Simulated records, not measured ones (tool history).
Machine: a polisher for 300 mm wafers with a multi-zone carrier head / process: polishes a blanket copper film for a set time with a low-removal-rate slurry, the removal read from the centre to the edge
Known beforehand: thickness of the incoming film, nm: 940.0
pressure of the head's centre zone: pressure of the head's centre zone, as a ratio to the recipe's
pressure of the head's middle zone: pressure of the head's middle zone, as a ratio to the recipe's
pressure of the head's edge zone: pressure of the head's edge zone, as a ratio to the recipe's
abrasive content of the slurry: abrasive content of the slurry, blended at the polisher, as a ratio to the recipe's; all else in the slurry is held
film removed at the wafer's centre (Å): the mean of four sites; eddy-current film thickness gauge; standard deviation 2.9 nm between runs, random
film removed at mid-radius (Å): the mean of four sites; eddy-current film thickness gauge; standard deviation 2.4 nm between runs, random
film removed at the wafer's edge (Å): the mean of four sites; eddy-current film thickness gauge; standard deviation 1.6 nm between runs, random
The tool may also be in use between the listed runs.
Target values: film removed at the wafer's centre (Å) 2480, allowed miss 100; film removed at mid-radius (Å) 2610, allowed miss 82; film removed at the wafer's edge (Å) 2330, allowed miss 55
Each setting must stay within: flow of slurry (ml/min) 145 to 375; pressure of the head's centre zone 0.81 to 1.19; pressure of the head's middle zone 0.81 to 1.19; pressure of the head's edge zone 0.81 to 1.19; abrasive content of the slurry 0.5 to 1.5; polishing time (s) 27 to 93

| run | hour | flow of slurry (ml/min) | pressure of the head's centre zone | pressure of the head's middle zone | pressure of the head's edge zone | abrasive content of the slurry | polishing time (s) | film removed at the wafer's centre (Å) | film removed at mid-radius (Å) | film removed at the wafer's edge (Å) |
|---|---|---|---|---|---|---|---|---|---|---|
| 1 | 0 | 240 | 1 | 1 | 1 | 1 | 59 | 1708.3 | 1702.3 | 1726.6 |
| 2 | 4 | 240 | 1 | 1.04 | 1 | 1 | 59 | 1685.8 | 1758.3 | 1746 |
| 3 | 7.8 | 240 | 1 | 1.04 | 1 | 1.2 | 59 | 1792.4 | 1853.1 | 1821.9 |
| 4 | 13.9 | 250 | 1.02 | 1.07 | 1.01 | 1.25 | 60 | 1857.6 | 1931.3 | 1872.4 |
| 5 | 17.6 | 250 | 1.02 | 0.99 | 1.01 | 1.25 | 60 | 1855.8 | 1814.5 | 1860.1 |
| 6 | 26.3 | 250 | 1.02 | 0.99 | 1.05 | 1.25 | 60 | 1838.2 | 1816.3 | 1867.1 |
| 7 | 33.5 | 255 | 1.03 | 1.02 | 1.04 | 1.3 | 62 | 1935.7 | 1965 | 1971.8 |
| 8 | 40.3 | 255 | 1.03 | 1.02 | 1.04 | 1.3 | 62 | 1943.8 | 1968 | 1948.1 |
| 9 | 43.4 | 260 | 1.04 | 1.04 | 1.04 | 1.35 | 64 | 2053.6 | 2063.7 | 2054.1 |
| 10 | 47.7 | 260 | 1.04 | 1.04 | 1.04 | 1.35 | 64 | 2074.7 | 2068 | 2058.3 |
| 11 | 56.1 | 265 | 1.05 | 1.07 | 1.03 | 1.4 | 65 | 2105.3 | 2167.9 | 2091.5 |
| 12 | 64.8 | 270 | 1.07 | 1.09 | 1.03 | 1.4 | 66 | 2197.5 | 2249 | 2127.6 |
| 13 | 73.1 | 275 | 1.08 | 1.11 | 1.04 | 1.4 | 67 | 2264 | 2332.9 | 2180.3 |
| 14 | 74.4 | 280 | 1.09 | 1.12 | 1.05 | 1.4 | 67 | 2317.5 | 2328.5 | 2180.2 |
| 15 | 79.1 | 285 | 1.09 | 1.13 | 1.05 | 1.4 | 67 | 2287.9 | 2366.1 | 2185.8 |

Exercise: of the 4 proposed moves below, exactly one satisfies all targets within the stated allowed misses. Which move is it?
| A | 83.8 | 320 | 1.06 | 1.13 | 0.97 | 1.5 | 72 | ? | ? | ? |
| B | 83.8 | 185 | 0.92 | 0.97 | 1.13 | 1.45 | 72 | ? | ? | ? |
| C | 83.8 | 260 | 0.93 | 1 | 1.12 | 1.35 | 74 | ? | ? | ? |
| D | 83.8 | 275 | 1.18 | 1.18 | 1.08 | 1.35 | 73 | ? | ? | ? |

| move | film removed at the wafer's centre (Å) | film removed at mid-radius (Å) | film removed at the wafer's edge (Å) |
|---|---|---|---|
| A | 2489.9 | 2592.8 | 2334 |
| B | 2010 | 2116 | 2340 |
| C | 2159.7 | 2297.2 | 2438.2 |
| D | 2682.6 | 2623.5 | 2376.6 |
A: each result inside its tolerance
B: its largest miss is bigger than the last run's
C: its largest miss is bigger than the last run's
D: the furthest-off result lands on target, but another misses its tolerance
The right move is A.

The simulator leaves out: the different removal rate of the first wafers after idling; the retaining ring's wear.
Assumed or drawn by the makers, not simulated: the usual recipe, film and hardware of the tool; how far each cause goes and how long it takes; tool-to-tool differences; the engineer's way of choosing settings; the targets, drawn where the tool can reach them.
